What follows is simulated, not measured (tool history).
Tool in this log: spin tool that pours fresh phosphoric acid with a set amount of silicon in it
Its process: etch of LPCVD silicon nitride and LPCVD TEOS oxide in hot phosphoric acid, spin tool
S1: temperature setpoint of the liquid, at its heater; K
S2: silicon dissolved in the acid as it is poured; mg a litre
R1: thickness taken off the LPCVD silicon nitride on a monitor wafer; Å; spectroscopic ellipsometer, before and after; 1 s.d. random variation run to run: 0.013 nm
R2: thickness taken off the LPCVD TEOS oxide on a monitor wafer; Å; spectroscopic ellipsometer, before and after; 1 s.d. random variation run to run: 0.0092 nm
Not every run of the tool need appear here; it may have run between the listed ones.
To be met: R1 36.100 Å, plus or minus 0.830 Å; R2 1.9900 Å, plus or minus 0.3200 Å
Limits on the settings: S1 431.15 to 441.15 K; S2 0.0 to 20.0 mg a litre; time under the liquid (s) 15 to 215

Run 1, day 0.000: S1 436.15 K, S2 9.0 mg a litre, time under the liquid (s) 110. Result: R1 98.956 Å, R2 6.4694 Å.
Run 2, day 0.100: S1 435.15 K, S2 9.0 mg a litre, time under the liquid (s) 110. Result: R1 95.605 Å, R2 6.2023 Å.
Run 3, day 0.296: S1 434.15 K, S2 9.0 mg a litre, time under the liquid (s) 110. Result: R1 92.787 Å, R2 5.8414 Å.
Run 4, day 0.429: S1 432.65 K, S2 9.0 mg a litre, time under the liquid (s) 110. Result: R1 88.272 Å, R2 5.4295 Å.
Run 5, day 0.754: S1 434.65 K, S2 9.0 mg a litre, time under the liquid (s) 110. Result: R1 94.090 Å, R2 5.9872 Å.
Run 6, day 1.088: S1 432.65 K, S2 9.0 mg a litre, time under the liquid (s) 110. Result: R1 88.031 Å, R2 5.2831 Å.
Run 7, day 1.283: S1 432.65 K, S2 9.5 mg a litre, time under the liquid (s) 95. Result: R1 75.749 Å, R2 4.7370 Å.
Run 8, day 1.575: S1 432.15 K, S2 11.5 mg a litre, time under the liquid (s) 80. Result: R1 63.054 Å, R2 3.5182 Å.
Run 9, day 1.712: S1 432.15 K, S2 11.5 mg a litre, time under the liquid (s) 70. Result: R1 55.218 Å, R2 2.9496 Å.
Run 10, day 1.829: S1 432.15 K, S2 11.0 mg a litre, time under the liquid (s) 65. Result: R1 51.223 Å, R2 2.6362 Å.
Run 11, day 2.117: S1 432.15 K, S2 9.5 mg a litre, time under the liquid (s) 60. Result: R1 47.381 Å, R2 2.5512 Å.

Exactly one of the 5 candidate moves below puts every result within its allowed miss. Which one?
Run A, day 2.404: S1 432.65 K, S2 8.5 mg a litre, time under the liquid (s) 45. Result: R1 ?, R2 ?.
Run B, day 2.404: S1 431.15 K, S2 18.0 mg a litre, time under the liquid (s) 95. Result: R1 ?, R2 ?.
Run C, day 2.404: S1 434.15 K, S2 12.5 mg a litre, time under the liquid (s) 65. Result: R1 ?, R2 ?.
Run D, day 2.404: S1 431.15 K, S2 20.0 mg a litre, time under the liquid (s) 85. Result: R1 ?, R2 ?.
Run E, day 2.404: S1 434.65 K, S2 0.0 mg a litre, time under the liquid (s) 45. Result: R1 ?, R2 ?.

move      R1      R2
   A  36.050  2.1796
   B  72.345  3.2740
   C  54.759  3.2153
   D  64.729  2.7711
   E  38.548  2.9888
A: each result inside its tolerance
B: the biggest miss grows against the last run
C: the biggest miss grows against the last run
D: the biggest miss grows against the last run
E: better than the last run, though not everything is in spec
So the answer is move A, the one that meets all the targets.
